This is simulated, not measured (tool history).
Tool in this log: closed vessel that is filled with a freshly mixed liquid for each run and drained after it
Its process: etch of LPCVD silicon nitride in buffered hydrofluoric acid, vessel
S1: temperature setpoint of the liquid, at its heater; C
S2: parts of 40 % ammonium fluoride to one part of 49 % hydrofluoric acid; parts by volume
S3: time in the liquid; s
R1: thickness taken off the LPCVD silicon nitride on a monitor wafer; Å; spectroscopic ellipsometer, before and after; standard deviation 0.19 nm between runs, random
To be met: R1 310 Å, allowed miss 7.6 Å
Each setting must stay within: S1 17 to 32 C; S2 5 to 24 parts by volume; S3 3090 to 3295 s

| run | hour | S1 | S2 | S3 | R1 |
|---|---|---|---|---|---|
| 1 | 0 | 24 | 14.5 | 3090 | 262.73 |
| 2 | 7 | 24 | 14.5 | 3090 | 260.72 |
| 3 | 14.2 | 24 | 17 | 3090 | 221.77 |
| 4 | 20.5 | 24 | 17 | 3295 | 236.94 |
| 5 | 22.6 | 24.5 | 17 | 3295 | 242.91 |
| 6 | 29 | 25 | 17 | 3295 | 252.66 |
| 7 | 37.2 | 25.5 | 17 | 3295 | 257.06 |
| 8 | 39.9 | 29.5 | 17 | 3295 | 315.97 |

Exercise: of the 4 proposed moves below, exactly one satisfies all targets within the stated allowed misses. Which move is it?
| A | 42.6 | 26.5 | 14 | 3215 | ? |
| B | 42.6 | 29 | 16 | 3090 | ? |
| C | 42.6 | 28.5 | 14.5 | 3155 | ? |
| D | 42.6 | 32 | 18 | 3115 | ? |

| move | R1 |
|---|---|
| A | 320.97 |
| B | 309.21 |
| C | 338.63 |
| D | 325.05 |
A: its largest miss is bigger than the last run's
B: all results in spec
C: its largest miss is bigger than the last run's
D: its largest miss is bigger than the last run's
B is the move that brings every result within its allowed miss.
